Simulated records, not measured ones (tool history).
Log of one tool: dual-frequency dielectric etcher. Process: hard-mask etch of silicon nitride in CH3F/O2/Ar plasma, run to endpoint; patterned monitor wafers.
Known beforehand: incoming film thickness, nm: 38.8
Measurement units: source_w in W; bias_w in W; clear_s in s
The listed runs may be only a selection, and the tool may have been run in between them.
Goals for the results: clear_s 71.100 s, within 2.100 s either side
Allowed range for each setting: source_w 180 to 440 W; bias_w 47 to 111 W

run 1 hour=0.0 | source_w=310 bias_w=79 | clear_s=60.175
run 2 hour=3.3 | source_w=280 bias_w=79 | clear_s=61.643
run 3 hour=8.1 | source_w=340 bias_w=79 | clear_s=57.627
run 4 hour=11.1 | source_w=380 bias_w=79 | clear_s=56.507
run 5 hour=15.4 | source_w=350 bias_w=72 | clear_s=59.174
run 6 hour=19.1 | source_w=400 bias_w=72 | clear_s=56.971
run 7 hour=27.2 | source_w=370 bias_w=66 | clear_s=59.806
run 8 hour=34.4 | source_w=340 bias_w=62 | clear_s=63.240

Pick the move, out of 4, that brings all results within their allowed miss; only one does.
run A hour=41.6 | source_w=300 bias_w=47 | clear_s=?
run B hour=41.6 | source_w=330 bias_w=52 | clear_s=?
run C hour=41.6 | source_w=240 bias_w=47 | clear_s=?
run D hour=41.6 | source_w=380 bias_w=73 | clear_s=?

move=A clear_s=70.135
move=B clear_s=66.135
move=C clear_s=75.228
move=D clear_s=57.144
A: every result within its allowed miss
B: gains on the last run, yet a result remains outside its allowed miss
C: the result that was furthest off in the last run now lies on the other side of its target
D: misses by more than the last run did
Correct choice: A, which meets every target

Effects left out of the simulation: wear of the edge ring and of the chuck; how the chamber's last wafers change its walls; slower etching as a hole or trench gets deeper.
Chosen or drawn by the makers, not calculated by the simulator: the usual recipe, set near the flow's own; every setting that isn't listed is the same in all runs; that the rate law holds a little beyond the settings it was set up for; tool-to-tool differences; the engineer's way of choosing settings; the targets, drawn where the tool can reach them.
